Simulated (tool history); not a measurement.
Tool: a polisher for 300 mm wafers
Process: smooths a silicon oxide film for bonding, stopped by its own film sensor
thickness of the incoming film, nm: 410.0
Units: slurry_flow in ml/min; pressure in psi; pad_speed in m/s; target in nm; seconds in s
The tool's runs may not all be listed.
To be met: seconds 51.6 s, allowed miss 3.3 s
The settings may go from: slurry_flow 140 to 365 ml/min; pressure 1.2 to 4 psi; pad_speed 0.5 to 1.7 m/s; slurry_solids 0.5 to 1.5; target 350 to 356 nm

run	day	slurry_flow	pressure	pad_speed	slurry_solids	target	seconds
1	0	235	2.6	1.1	1	350	81.018
2	0.092	235	2.6	1.1	1.2	350	76.138
3	0.312	235	2.6	1.1	1	350	84.163
4	0.392	235	2	1.1	1	350	107.32
5	0.488	235	2	1.1	0.8	350	125.08
6	0.546	235	2.5	1.14	0.8	350	93.358
# day 0.821: worn pad replaced by a new one
7	0.821	235	2.8	1.16	0.8	350	74.797
8	1.004	235	3	1.16	0.8	350	69.557

Which of these 4 next moves meets every target?
A	1.188	260	3.3	1.06	1.05	356	?
B	1.188	220	1.9	1.04	0.8	350	?
C	1.188	255	3.4	0.98	0.55	356	?
D	1.188	205	1.9	1.08	0.9	350	?

move	seconds
A	52.375
B	119.45
C	83.628
D	108.6
A: meets every target
B: further off than the last run
C: further off than the last run
D: further off than the last run
Move A is the one to make.

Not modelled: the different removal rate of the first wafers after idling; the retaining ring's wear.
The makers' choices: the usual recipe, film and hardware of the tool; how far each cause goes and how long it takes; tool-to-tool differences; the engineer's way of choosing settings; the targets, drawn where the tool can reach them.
